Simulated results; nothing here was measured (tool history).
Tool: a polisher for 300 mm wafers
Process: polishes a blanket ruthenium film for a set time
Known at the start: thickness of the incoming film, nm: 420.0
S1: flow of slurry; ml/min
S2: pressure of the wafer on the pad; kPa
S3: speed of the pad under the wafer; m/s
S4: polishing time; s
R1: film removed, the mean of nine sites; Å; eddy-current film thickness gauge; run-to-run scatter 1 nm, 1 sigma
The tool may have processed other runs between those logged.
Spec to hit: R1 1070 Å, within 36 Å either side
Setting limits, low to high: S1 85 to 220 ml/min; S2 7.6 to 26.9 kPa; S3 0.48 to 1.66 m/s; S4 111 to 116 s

run 1 day=0 | S1=140 S2=17.2 S3=1.06 S4=111 | R1=1842.3
run 2 day=0.362 | S1=140 S2=17.2 S3=1.3 S4=111 | R1=2307
run 3 day=0.396 | S1=140 S2=14.5 S3=1.3 S4=111 | R1=1923.5
run 4 day=0.504 | S1=135 S2=13.1 S3=1.28 S4=111 | R1=1723
run 5 day=0.638 | S1=135 S2=13.1 S3=1.08 S4=111 | R1=1439.2
run 6 day=0.967 | S1=130 S2=12.4 S3=1.08 S4=111 | R1=1377.9
run 7 day=1.133 | S1=115 S2=7.6 S3=1.06 S4=111 | R1=821.24
run 8 day=1.379 | S1=125 S2=7.6 S3=1.06 S4=111 | R1=830.28
run 9 day=1.479 | S1=130 S2=8.3 S3=1.06 S4=111 | R1=908.58
run 10 day=1.508 | S1=140 S2=8.3 S3=1.06 S4=111 | R1=911.1
run 11 day=1.804 | S1=140 S2=8.3 S3=1.06 S4=111 | R1=932
run 12 day=2.088 | S1=145 S2=8.3 S3=1.06 S4=111 | R1=914.13
run 13 day=2.192 | S1=145 S2=8.3 S3=1.06 S4=111 | R1=924.1
run 14 day=2.392 | S1=175 S2=10.3 S3=1.06 S4=111 | R1=1139.2

Consider the 5 candidate settings below. Which is the only one whose results all fall within their allowed miss of target?
run A day=2.592 | S1=175 S2=7.6 S3=1.18 S4=111 | R1=?
run B day=2.592 | S1=200 S2=7.6 S3=1.12 S4=114 | R1=?
run C day=2.592 | S1=160 S2=10.3 S3=0.9 S4=113 | R1=?
run D day=2.592 | S1=215 S2=8.3 S3=1.18 S4=111 | R1=?
run E day=2.592 | S1=115 S2=9.7 S3=0.96 S4=116 | R1=?

move=A R1=953.98
move=B R1=946.71
move=C R1=989.01
move=D R1=1061
move=E R1=964.1
A: carries the result that was furthest off beyond its target, to the other side
B: carries the result that was furthest off beyond its target, to the other side
C: carries the result that was furthest off beyond its target, to the other side
D: each result inside its tolerance
E: carries the result that was furthest off beyond its target, to the other side
D meets every target.

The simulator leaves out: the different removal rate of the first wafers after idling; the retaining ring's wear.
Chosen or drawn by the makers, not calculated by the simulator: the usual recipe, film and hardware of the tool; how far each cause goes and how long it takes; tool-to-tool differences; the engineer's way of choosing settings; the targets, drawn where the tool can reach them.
